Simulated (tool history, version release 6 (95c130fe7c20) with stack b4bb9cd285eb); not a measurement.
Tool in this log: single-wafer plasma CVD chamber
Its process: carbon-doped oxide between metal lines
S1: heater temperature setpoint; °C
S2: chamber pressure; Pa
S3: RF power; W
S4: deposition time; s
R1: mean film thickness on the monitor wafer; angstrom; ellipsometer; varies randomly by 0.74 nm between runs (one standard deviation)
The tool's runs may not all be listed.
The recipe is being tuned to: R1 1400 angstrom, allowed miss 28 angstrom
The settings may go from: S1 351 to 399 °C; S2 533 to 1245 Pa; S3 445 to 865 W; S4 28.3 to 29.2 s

run,day,S1,S2,S3,S4,R1
1,0,375,889,655,28.3,1720
2,0.029,375,889,600,28.3,1593
3,0.388,376,875,585,28.3,1557
4,0.571,376,875,585,28.3,1562.8
5,0.792,368,875,585,28.3,1580.5
6,1.121,368,859,570,28.3,1552
7,1.383,369,843,555,28.3,1511.4
8,1.754,369,816,545,28.3,1483.2
9,2.108,369,789,540,28.3,1459.3
10,2.346,369,771,540,28.3,1460.3
11,2.388,369,751,535,28.3,1451.1
12,2.421,369,735,530,28.3,1436.8
13,2.5,369,723,530,28.3,1436.3

Of the 4 settings listed for the next run, only one would bring every result within its allowed miss of target. Which one?
A,2.579,365,748,550,28.3,?
B,2.579,361,619,500,29.2,?
C,2.579,375,771,525,29.2,?
D,2.579,364,752,540,28.3,?

move,R1
A,1506.9
B,1407.2
C,1471.5
D,1488.8
A: moves away from the targets compared with the last run
B: in spec on every target
C: moves away from the targets compared with the last run
D: moves away from the targets compared with the last run
The right move is B.
